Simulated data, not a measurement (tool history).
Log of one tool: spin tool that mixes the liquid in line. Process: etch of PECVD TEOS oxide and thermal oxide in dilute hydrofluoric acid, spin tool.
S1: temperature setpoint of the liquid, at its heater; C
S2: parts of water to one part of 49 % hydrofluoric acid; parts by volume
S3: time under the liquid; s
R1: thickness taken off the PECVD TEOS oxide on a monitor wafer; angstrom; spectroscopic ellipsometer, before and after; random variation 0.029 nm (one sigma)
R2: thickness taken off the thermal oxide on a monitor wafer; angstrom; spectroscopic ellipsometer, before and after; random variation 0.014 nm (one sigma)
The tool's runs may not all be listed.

{"run": 1, "day": 0.0, "S1": 21.0, "S2": 145, "S3": 180, "R1": 114.81, "R2": 49.655}
{"run": 2, "day": 0.258, "S1": 17.5, "S2": 145, "S3": 180, "R1": 100.65, "R2": 42.749}
{"run": 3, "day": 0.629, "S1": 17.5, "S2": 160, "S3": 180, "R1": 89.141, "R2": 38.187}
{"run": 4, "day": 0.9, "S1": 17.5, "S2": 175, "S3": 180, "R1": 81.221, "R2": 34.489}
{"run": 5, "day": 1.108, "S1": 17.0, "S2": 175, "S3": 180, "R1": 79.608, "R2": 33.211}
{"run": 6, "day": 1.338, "S1": 17.0, "S2": 145, "S3": 180, "R1": 98.099, "R2": 42.128}

Forecast run 7:
{"run": 7, "day": 1.717, "S1": 17.0, "S2": 165, "S3": 180, "R1": "?", "R2": "?"}

{"run 7": {"R1": 84.366, "R2": 35.712}}
